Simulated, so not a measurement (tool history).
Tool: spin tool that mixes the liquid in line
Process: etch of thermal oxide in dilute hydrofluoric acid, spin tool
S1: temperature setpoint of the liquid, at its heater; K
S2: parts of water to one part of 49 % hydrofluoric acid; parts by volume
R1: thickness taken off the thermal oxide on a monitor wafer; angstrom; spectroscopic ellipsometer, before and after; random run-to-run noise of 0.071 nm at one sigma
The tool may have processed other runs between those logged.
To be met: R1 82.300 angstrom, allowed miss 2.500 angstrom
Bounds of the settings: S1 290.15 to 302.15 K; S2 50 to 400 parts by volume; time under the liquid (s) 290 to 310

Run 1, hour 0.0: S1 294.15 K, S2 225 parts by volume, time under the liquid (s) 290. Result: R1 43.628 angstrom.
Run 2, hour 8.9: S1 294.15 K, S2 225 parts by volume, time under the liquid (s) 290. Result: R1 43.346 angstrom.
Run 3, hour 15.7: S1 296.15 K, S2 225 parts by volume, time under the liquid (s) 290. Result: R1 46.568 angstrom.
Run 4, hour 20.8: S1 296.15 K, S2 225 parts by volume, time under the liquid (s) 310. Result: R1 49.255 angstrom.
Run 5, hour 27.7: S1 296.15 K, S2 225 parts by volume, time under the liquid (s) 310. Result: R1 50.432 angstrom.
Run 6, hour 36.3: S1 296.15 K, S2 295 parts by volume, time under the liquid (s) 310. Result: R1 36.246 angstrom.
Run 7, hour 43.5: S1 297.65 K, S2 255 parts by volume, time under the liquid (s) 310. Result: R1 44.880 angstrom.
Run 8, hour 46.0: S1 301.65 K, S2 165 parts by volume, time under the liquid (s) 310. Result: R1 89.070 angstrom.
Run 9, hour 51.3: S1 301.15 K, S2 165 parts by volume, time under the liquid (s) 310. Result: R1 88.087 angstrom.
Run 10, hour 57.3: S1 300.65 K, S2 165 parts by volume, time under the liquid (s) 310. Result: R1 85.972 angstrom.

5 candidate next runs follow, results not yet known. Just one meets every target within its allowed miss. Identify it.
Run A, hour 63.3: S1 300.65 K, S2 145 parts by volume, time under the liquid (s) 290. Result: R1 ?.
Run B, hour 63.3: S1 301.65 K, S2 155 parts by volume, time under the liquid (s) 290. Result: R1 ?.
Run C, hour 63.3: S1 298.65 K, S2 150 parts by volume, time under the liquid (s) 310. Result: R1 ?.
Run D, hour 63.3: S1 299.15 K, S2 155 parts by volume, time under the liquid (s) 290. Result: R1 ?.
Run E, hour 63.3: S1 301.65 K, S2 175 parts by volume, time under the liquid (s) 290. Result: R1 ?.

move      R1
   A  93.767
   B  89.864
   C  89.376
   D  81.956
   E  77.641
A: lands further from the targets than the last run did
B: lands further from the targets than the last run did
C: lands further from the targets than the last run did
D: each result inside its tolerance
E: moves the result that the last run missed by most past its target, out the other side
Correct choice: D, which meets every target
